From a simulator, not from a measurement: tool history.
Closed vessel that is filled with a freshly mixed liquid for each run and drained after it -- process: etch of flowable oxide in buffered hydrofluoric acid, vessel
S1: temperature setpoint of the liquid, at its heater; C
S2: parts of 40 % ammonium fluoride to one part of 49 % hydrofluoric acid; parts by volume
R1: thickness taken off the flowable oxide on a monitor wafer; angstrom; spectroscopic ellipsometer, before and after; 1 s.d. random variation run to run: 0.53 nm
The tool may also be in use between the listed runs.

{"run": 1, "hour": 0.0, "S1": 24, "S2": 14.5, "time in the liquid (s)": 90, "R1": 1493.1}
{"run": 2, "hour": 1.6, "S1": 24, "S2": 18, "time in the liquid (s)": 90, "R1": 1203.4}
{"run": 3, "hour": 6.3, "S1": 23.5, "S2": 18, "time in the liquid (s)": 90, "R1": 1167.4}
{"run": 4, "hour": 15.1, "S1": 23.5, "S2": 18, "time in the liquid (s)": 95, "R1": 1231}
{"hour": 18.4, "done": "hydrofluoric acid flow meter replaced"}
{"run": 5, "hour": 18.4, "S1": 21, "S2": 18, "time in the liquid (s)": 95, "R1": 988.45}
{"run": 6, "hour": 20.1, "S1": 21.5, "S2": 18, "time in the liquid (s)": 95, "R1": 1007.3}
{"run": 7, "hour": 22.8, "S1": 22, "S2": 18, "time in the liquid (s)": 95, "R1": 1037.2}

Run 8 has not been measured yet. What should we expect?
{"run": 8, "hour": 24.1, "S1": 22.5, "S2": 18, "time in the liquid (s)": 95, "R1": "?"}

{"run 8": {"R1": 1063.9}}
